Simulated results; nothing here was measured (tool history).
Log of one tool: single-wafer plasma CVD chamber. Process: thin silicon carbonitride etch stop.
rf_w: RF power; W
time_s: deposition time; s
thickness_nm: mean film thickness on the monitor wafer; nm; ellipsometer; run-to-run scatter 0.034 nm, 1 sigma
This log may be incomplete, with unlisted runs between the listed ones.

run    day  rf_w  time_s  thickness_nm
  1  0.000   265    14.3        8.5262
  2  0.071   275    14.6        8.6868
  3  0.271   275    16.3        9.7522
  4  0.529   280    16.4        9.8360
     0.829  -- thermocouple changed; heater temperature recalibrated
  5  0.829   285    16.5        9.9004
  6  1.188   290    16.6       10.0390

What will run 7 give?
  7  1.362   295    16.7             ?

thickness_nm: 10.1040 nm
